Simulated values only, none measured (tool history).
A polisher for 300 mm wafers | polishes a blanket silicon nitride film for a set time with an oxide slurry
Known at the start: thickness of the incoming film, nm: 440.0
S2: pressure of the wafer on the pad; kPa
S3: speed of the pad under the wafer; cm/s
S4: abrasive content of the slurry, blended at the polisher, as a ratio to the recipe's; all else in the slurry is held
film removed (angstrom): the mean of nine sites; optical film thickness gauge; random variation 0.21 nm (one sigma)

Run 1, hour 0: flow of slurry (ml/min) 310, S2 16.5 kPa, S3 132 cm/s, S4 1, polishing time (s) 74. Result: film removed (angstrom) 314.07.
Run 2, hour 8.5: flow of slurry (ml/min) 310, S2 15.9 kPa, S3 132 cm/s, S4 1, polishing time (s) 74. Result: film removed (angstrom) 299.97.
Run 3, hour 9.3: flow of slurry (ml/min) 305, S2 15.2 kPa, S3 132 cm/s, S4 1, polishing time (s) 74. Result: film removed (angstrom) 290.22.
Run 4, hour 12: flow of slurry (ml/min) 240, S2 15.2 kPa, S3 132 cm/s, S4 1, polishing time (s) 74. Result: film removed (angstrom) 282.6.
Run 5, hour 13.5: flow of slurry (ml/min) 240, S2 15.2 kPa, S3 132 cm/s, S4 1, polishing time (s) 77. Result: film removed (angstrom) 297.92.
Run 6, hour 15.7: flow of slurry (ml/min) 215, S2 15.2 kPa, S3 132 cm/s, S4 1, polishing time (s) 77. Result: film removed (angstrom) 292.37.
Run 7, hour 22.2: flow of slurry (ml/min) 210, S2 14.5 kPa, S3 132 cm/s, S4 1, polishing time (s) 77. Result: film removed (angstrom) 283.9.

The next listed run, before its measurement:
Run 8, hour 25.6: flow of slurry (ml/min) 210, S2 14.5 kPa, S3 132 cm/s, S4 1, polishing time (s) 77. Result: film removed (angstrom) ?.

Run 8 gave film removed (angstrom) 278.57.

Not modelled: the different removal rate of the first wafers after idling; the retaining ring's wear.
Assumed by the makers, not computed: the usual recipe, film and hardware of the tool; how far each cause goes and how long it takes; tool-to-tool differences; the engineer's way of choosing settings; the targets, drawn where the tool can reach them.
